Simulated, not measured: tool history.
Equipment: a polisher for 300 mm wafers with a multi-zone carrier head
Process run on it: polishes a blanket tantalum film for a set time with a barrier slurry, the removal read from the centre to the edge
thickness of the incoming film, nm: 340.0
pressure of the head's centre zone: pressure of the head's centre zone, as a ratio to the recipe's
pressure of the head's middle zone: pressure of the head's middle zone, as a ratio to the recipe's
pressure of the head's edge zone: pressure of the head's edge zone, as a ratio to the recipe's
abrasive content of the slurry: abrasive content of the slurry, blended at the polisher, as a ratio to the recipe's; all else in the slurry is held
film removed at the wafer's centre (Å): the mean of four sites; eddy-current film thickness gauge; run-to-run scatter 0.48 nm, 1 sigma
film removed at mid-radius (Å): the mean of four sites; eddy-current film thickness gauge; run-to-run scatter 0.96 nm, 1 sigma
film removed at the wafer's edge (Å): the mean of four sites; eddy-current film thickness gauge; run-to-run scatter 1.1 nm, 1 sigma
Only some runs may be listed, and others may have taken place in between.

| run | hour | flow of slurry (ml/min) | pressure of the head's centre zone | pressure of the head's middle zone | pressure of the head's edge zone | abrasive content of the slurry | polishing time (s) | film removed at the wafer's centre (Å) | film removed at mid-radius (Å) | film removed at the wafer's edge (Å) |
|---|---|---|---|---|---|---|---|---|---|---|
| 1 | 0.0 | 285 | 1.00 | 1.00 | 1.00 | 1.00 | 40 | 873.11 | 884.03 | 865.17 |
| 2 | 6.1 | 285 | 1.00 | 0.96 | 1.00 | 1.00 | 40 | 872.59 | 875.39 | 866.66 |
| 3 | 8.3 | 285 | 1.00 | 0.96 | 1.00 | 1.15 | 40 | 900.06 | 887.25 | 872.95 |
| 4 | 8.8 | 285 | 1.00 | 0.96 | 1.00 | 1.15 | 48 | 1062.90 | 1044.60 | 1047.70 |
| 5 | 16.4 | 285 | 1.00 | 0.96 | 1.00 | 1.15 | 53 | 1192.30 | 1163.70 | 1148.70 |
| 6 | 17.7 | 280 | 0.96 | 0.95 | 0.96 | 1.00 | 51 | 1070.80 | 1093.90 | 1083.50 |
| 7 | 22.7 | 280 | 0.94 | 0.96 | 0.94 | 0.90 | 49 | 1002.00 | 1053.80 | 1008.10 |
| 8 | 28.5 | 275 | 0.91 | 0.95 | 0.93 | 0.80 | 48 | 923.37 | 968.94 | 944.09 |

Predict the results of run 9:
| 9 | 37.4 | 270 | 0.88 | 0.95 | 0.92 | 0.75 | 48 | ? | ? | ? |

{"run 9": {"film removed at the wafer's centre (Å)": 881.16, "film removed at mid-radius (Å)": 965.74, "film removed at the wafer's edge (Å)": 951.02}}
